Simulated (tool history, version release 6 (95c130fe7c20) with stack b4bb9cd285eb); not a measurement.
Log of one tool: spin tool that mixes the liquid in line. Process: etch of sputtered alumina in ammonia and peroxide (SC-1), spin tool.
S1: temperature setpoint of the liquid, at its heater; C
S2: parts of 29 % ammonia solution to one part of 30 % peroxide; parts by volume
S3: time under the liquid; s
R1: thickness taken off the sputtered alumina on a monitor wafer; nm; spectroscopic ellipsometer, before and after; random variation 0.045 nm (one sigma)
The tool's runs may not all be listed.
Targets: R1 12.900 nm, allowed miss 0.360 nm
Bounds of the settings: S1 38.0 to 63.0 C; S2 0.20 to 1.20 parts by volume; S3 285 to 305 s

run    day    S1    S2   S3      R1
  1  0.000  47.0  0.90  285  20.635
  2  0.167  47.0  1.05  285  20.925
  3  0.517  45.0  1.05  285  18.716
  4  0.762  43.5  1.05  285  17.054
  5  1.079  48.5  1.05  285  22.789
  6  1.221  46.0  1.05  285  19.842
  7  1.550  44.0  1.05  285  17.598
  8  1.704  42.5  1.05  285  16.067
  9  1.742  41.5  1.05  285  15.232
 10  1.925  41.0  1.05  285  14.897
 11  2.054  40.5  1.05  285  14.431
 12  2.092  40.0  1.05  285  14.034
 13  2.412  39.5  1.05  285  13.588

Which of these 4 next moves meets every target?
  A  2.733  38.0  1.20  290   ?
  B  2.733  39.5  1.15  300   ?
  C  2.733  40.0  0.85  300   ?
  D  2.733  40.5  0.95  285   ?

move      R1
   A  12.837
   B  14.460
   C  14.468
   D  14.307
A: meets every target
B: further off than the last run
C: further off than the last run
D: further off than the last run
Move A is the one to make.

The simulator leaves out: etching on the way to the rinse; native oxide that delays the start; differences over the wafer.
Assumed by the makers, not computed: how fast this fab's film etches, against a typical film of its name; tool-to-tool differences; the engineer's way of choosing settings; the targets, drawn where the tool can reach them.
